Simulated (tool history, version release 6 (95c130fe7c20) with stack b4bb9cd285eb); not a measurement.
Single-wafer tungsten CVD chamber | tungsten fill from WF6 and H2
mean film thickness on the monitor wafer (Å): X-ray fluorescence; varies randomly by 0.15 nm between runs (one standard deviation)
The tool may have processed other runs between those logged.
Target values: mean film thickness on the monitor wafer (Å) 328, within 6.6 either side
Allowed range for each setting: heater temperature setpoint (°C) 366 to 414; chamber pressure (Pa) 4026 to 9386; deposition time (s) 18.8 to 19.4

run  hour  heater temperature setpoint (°C)  chamber pressure (Pa)  deposition time (s)  mean film thickness on the monitor wafer (Å)
  1     0                               390                   6706                 18.8                                        548.58
  2   3.7                               390                   5733                 18.8                                        514.02
  3  10.7                               399                   5733                 18.8                                        614.19
  4  13.3                               395                   5706                 18.8                                        571.46
  5  17.9                               395                   5706                 18.8                                        567.59
  6  19.1                               391                   5680                 18.8                                        526.51
  7  23.6                               388                   5653                 18.8                                        495.69
  8  28.3                               385                   5640                 18.8                                        465.31
  9  30.9                               383                   5626                 18.8                                        446.98
 10  34.7                               383                   5626                 18.8                                         448.9
 11  39.9                               381                   5613                 18.8                                        429.46

5 candidate next runs follow, results not yet known. Just one meets every target within its allowed miss. Identify it.
  A  45.1                               387                   6226                 18.8                                             ?
  B  45.1                               369                   6146                 18.8                                             ?
  C  45.1                               372                   4333                 18.8                                             ?
  D  45.1                               369                   4706                 18.8                                             ?
  E  45.1                               375                   4026                 18.8                                             ?

move  mean film thickness on the monitor wafer (Å)
   A                                        500.24
   B                                        341.51
   C                                        315.13
   D                                        305.65
   E                                         325.9
A: its largest miss is bigger than the last run's
B: better than the last run, though not everything is in spec
C: pushes the last run's worst result past its target
D: pushes the last run's worst result past its target
E: hits every target within its allowed miss
The move that meets every target is E.
